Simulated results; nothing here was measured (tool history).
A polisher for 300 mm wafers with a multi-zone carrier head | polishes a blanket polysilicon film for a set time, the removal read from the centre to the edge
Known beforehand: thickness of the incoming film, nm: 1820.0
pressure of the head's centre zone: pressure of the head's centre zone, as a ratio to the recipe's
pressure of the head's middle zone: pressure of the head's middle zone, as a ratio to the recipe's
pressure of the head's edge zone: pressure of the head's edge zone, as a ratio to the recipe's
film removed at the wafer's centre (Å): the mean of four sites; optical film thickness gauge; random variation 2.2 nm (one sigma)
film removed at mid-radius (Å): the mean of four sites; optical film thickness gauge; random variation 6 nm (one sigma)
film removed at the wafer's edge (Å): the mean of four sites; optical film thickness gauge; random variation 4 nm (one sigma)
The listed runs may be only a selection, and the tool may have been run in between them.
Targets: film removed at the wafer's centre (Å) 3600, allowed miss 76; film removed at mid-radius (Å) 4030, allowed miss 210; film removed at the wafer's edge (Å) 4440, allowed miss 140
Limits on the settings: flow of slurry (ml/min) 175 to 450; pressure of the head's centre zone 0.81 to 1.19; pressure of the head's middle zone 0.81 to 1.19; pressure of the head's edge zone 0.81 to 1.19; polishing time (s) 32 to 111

run	hour	flow of slurry (ml/min)	pressure of the head's centre zone	pressure of the head's middle zone	pressure of the head's edge zone	polishing time (s)	film removed at the wafer's centre (Å)	film removed at mid-radius (Å)	film removed at the wafer's edge (Å)
1	0	290	1	1	1	71	6115.8	6159.8	6119.4
2	1.9	325	1	1	1	71	6237.4	6134.6	6219.1
3	5.1	325	1	1	1	77	6750.6	6860.6	6580.5
4	10.5	315	0.97	0.99	0.98	72	6069.1	6289.5	6086.6
5	11.5	305	0.94	0.97	0.99	68	5533.8	5693.2	5745.6
6	18.9	305	0.94	0.93	0.99	68	5588.4	5699.4	5843.6
7	21.3	295	0.92	0.93	1	65	5185.9	5372.2	5622.7
8	28.8	285	0.9	0.92	1	62	4782.5	4992.2	5399.8
9	33.4	275	0.88	0.92	0.99	60	4509.4	4789.5	5162.3
10	39.8	265	0.87	0.92	0.98	59	4369.8	4789.7	4944.3
11	41.8	225	0.81	0.84	1.04	49	3297.2	3620.2	4230.1

Exactly one of the 5 candidate moves below puts every result within its allowed miss. Which one?
A	43.8	255	0.89	1.11	0.89	50	?	?	?
B	43.8	265	0.88	0.81	1.04	48	?	?	?
C	43.8	360	0.88	0.82	1.01	46	?	?	?
D	43.8	275	0.84	0.92	1.09	50	?	?	?
E	43.8	240	0.86	0.81	1.09	47	?	?	?

move	film removed at the wafer's centre (Å)	film removed at mid-radius (Å)	film removed at the wafer's edge (Å)
A	3776.1	4594.8	4032.7
B	3597.1	3587.1	4196.6
C	3569.9	3575.6	4060.6
D	3595.1	4077.7	4484.6
E	3392.5	3467.6	4165.9
A: pushes the last run's worst result past its target
B: puts the biggest miss on target and leaves a different result outside tolerance
C: puts the biggest miss on target and leaves a different result outside tolerance
D: each result inside its tolerance
E: gains on the last run, yet a result remains outside its allowed miss
The move that meets every target is D.

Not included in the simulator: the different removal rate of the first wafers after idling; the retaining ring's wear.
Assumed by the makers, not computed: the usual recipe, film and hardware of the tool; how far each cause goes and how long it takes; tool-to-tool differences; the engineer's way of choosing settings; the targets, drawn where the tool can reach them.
